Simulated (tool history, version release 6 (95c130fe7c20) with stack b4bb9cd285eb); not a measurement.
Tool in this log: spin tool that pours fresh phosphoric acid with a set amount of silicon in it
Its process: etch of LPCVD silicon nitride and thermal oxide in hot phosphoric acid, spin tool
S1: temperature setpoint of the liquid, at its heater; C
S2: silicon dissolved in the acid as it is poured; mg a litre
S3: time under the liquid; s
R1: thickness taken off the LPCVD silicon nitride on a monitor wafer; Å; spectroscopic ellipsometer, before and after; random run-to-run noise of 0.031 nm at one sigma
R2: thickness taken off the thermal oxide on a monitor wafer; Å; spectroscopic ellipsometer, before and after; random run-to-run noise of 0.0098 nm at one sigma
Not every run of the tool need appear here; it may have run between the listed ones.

run  hour     S1    S2  S3      R1      R2
  1   0.0  163.0  26.0  75  70.389  1.5312
  2   0.8  163.0  13.5  75  70.097  1.7031
  3   5.5  164.0  13.5  75  72.512  3.3054
  4  13.0  163.0  13.0  75  69.966  2.0131
  5  17.1  163.0  13.0  90  84.466  2.3848
  6  19.7  165.0  13.0  90  89.973  1.7596
  7  24.8  164.0  20.5  85  81.597  2.6624
  8  27.6  164.0  20.5  85  82.002  3.2887
  9  31.8  163.0  16.5  85  79.643  2.8009

Expected results for the next run?
 10  39.4  162.5  23.5  80   ?   ?

Run 10 gave R1 73.842 Å, R2 1.5827 Å.
